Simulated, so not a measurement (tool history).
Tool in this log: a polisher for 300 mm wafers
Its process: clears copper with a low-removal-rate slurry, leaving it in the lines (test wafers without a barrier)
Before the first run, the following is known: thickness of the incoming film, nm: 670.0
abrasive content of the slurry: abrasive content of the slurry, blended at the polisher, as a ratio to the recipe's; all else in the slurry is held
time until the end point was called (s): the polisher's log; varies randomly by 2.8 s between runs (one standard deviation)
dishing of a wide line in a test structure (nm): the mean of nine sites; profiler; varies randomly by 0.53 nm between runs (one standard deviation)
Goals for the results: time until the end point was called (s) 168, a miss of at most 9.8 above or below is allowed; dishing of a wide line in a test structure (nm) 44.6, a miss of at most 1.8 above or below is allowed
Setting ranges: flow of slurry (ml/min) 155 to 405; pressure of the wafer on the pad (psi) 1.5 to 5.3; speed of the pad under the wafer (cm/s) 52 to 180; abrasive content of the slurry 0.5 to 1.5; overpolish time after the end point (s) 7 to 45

run    day  flow of slurry (ml/min)  pressure of the wafer on the pad (psi)  speed of the pad under the wafer (cm/s)  abrasive content of the slurry  overpolish time after the end point (s)  time until the end point was called (s)  dishing of a wide line in a test structure (nm)
  1      0                      260                                     3.4                                      116                               1                                       23                                   196.01                                           35.773
  2  0.238                      260                                     3.4                                      130                               1                                       23                                   172.76                                               38
  3  0.475                      260                                     3.4                                      130                               1                                       24                                   171.72                                            38.32
  4  0.529                      260                                     3.4                                      130                               1                                       25                                   175.21                                           39.165
  5  0.588                      260                                     3.4                                      130                             1.2                                       25                                   166.93                                           38.993
  6    0.8                      260                                     3.4                                      130                            1.35                                       25                                    168.4                                           39.914
  7  1.058                      260                                     3.4                                      130                            1.35                                       26                                   163.01                                           39.351
  8  1.171                      260                                     3.4                                      130                            1.35                                       27                                    163.4                                           40.318
  9  1.204                      260                                     3.4                                      130                            1.35                                       28                                   162.41                                            40.38
 10  1.371                      260                                     3.4                                      130                            1.35                                       30                                   166.69                                           41.761

Pick the move, out of 4, that brings all results within their allowed miss; only one does.
  A  1.538                      230                                     3.5                                      128                            1.15                                       29                                        ?                                                ?
  B  1.538                      240                                     2.8                                      126                            1.45                                       32                                        ?                                                ?
  C  1.538                      155                                     3.3                                      140                             1.3                                       40                                        ?                                                ?
  D  1.538                      215                                     3.7                                      114                            0.95                                       43                                        ?                                                ?

move  time until the end point was called (s)  dishing of a wide line in a test structure (nm)
   A                                   165.94                                           42.152
   B                                   194.19                                           40.756
   C                                   163.46                                           44.941
   D                                   183.89                                           45.074
A: an improvement on the last run, though not all results are within tolerance
B: moves away from the targets compared with the last run
C: in spec on every target
D: brings the result that was furthest off to its target, and leaves another outside
The right move is C.

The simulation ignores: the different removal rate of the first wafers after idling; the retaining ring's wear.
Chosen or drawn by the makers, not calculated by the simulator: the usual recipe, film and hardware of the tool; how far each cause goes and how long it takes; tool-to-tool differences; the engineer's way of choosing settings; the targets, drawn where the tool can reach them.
